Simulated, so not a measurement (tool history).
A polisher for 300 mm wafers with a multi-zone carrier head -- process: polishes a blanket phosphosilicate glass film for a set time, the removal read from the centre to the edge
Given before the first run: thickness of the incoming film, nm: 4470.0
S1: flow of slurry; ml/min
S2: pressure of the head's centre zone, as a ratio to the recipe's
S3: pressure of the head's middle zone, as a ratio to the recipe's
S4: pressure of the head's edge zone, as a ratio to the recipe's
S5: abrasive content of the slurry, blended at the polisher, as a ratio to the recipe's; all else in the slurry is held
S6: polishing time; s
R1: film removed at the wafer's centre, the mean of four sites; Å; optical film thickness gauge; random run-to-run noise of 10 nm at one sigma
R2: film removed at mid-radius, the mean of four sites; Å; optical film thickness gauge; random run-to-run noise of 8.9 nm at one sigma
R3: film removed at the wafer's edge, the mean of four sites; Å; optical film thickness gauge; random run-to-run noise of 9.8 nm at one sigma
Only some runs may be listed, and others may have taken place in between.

run  hour   S1    S2    S3    S4    S5  S6      R1      R2      R3
  1     0  290     1     1     1     1  70  7771.2  8115.3    7875
  2   1.3  295  1.02  0.98  1.03   1.1  70    8380    8152  8519.4
  3   3.2  295  1.08  0.98  1.03   1.1  70  9078.2  8225.4  8415.9
  4   3.8  300  1.09  0.98  1.05  1.15  70  9120.2  8592.4  8762.3
  5   5.1  305  1.11  0.96  1.06   1.2  70  9561.6  8448.9  9056.6
  6    12  305  1.11  1.01  1.06   1.2  70  9534.2  8826.9  8930.6
  7  20.9  310  1.12     1  1.08  1.25  70  9884.3  9001.2    9254
  8  27.2  330  1.17  0.91  1.18   1.5  71   11330  9258.7   10566

Forecast run 9:
  9    34  330  1.17  0.91  1.18  1.5  72   ?   ?   ?

Run 9 gave R1 11584 Å, R2 9150.6 Å, R3 10742 Å.
